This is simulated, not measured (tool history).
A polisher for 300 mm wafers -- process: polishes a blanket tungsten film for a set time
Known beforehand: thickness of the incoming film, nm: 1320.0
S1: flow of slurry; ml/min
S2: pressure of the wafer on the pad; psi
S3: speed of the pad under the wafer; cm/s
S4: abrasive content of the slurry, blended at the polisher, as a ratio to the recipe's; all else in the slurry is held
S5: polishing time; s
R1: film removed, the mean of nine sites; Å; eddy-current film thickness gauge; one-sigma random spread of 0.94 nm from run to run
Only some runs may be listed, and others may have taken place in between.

| run | hour | S1 | S2 | S3 | S4 | S5 | R1 |
|---|---|---|---|---|---|---|---|
| 1 | 0.0 | 135 | 2.9 | 108 | 1.0 | 53 | 2012.40 |
| 2 | 4.5 | 130 | 2.5 | 102 | 1.0 | 53 | 1614.20 |
| 3 | 8.1 | 130 | 2.5 | 76 | 1.0 | 53 | 1397.70 |
| 4 | 16.9 | 130 | 2.5 | 76 | 1.0 | 56 | 1451.00 |
| 5 | 19.8 | 125 | 2.2 | 74 | 1.0 | 56 | 1233.10 |
| 6 | 20.4 | 120 | 2.1 | 74 | 1.0 | 56 | 1187.30 |
| 7 | 23.3 | 115 | 2.0 | 74 | 1.0 | 56 | 1111.40 |
| 8 | 24.9 | 110 | 1.9 | 74 | 1.0 | 56 | 1066.70 |
| 9 | 25.8 | 105 | 1.8 | 74 | 1.0 | 56 | 1000.40 |

The next listed run, before its measurement:
| 10 | 31.6 | 100 | 1.7 | 74 | 1.0 | 56 | ? |

{"run 10": {"R1": 939.44}}

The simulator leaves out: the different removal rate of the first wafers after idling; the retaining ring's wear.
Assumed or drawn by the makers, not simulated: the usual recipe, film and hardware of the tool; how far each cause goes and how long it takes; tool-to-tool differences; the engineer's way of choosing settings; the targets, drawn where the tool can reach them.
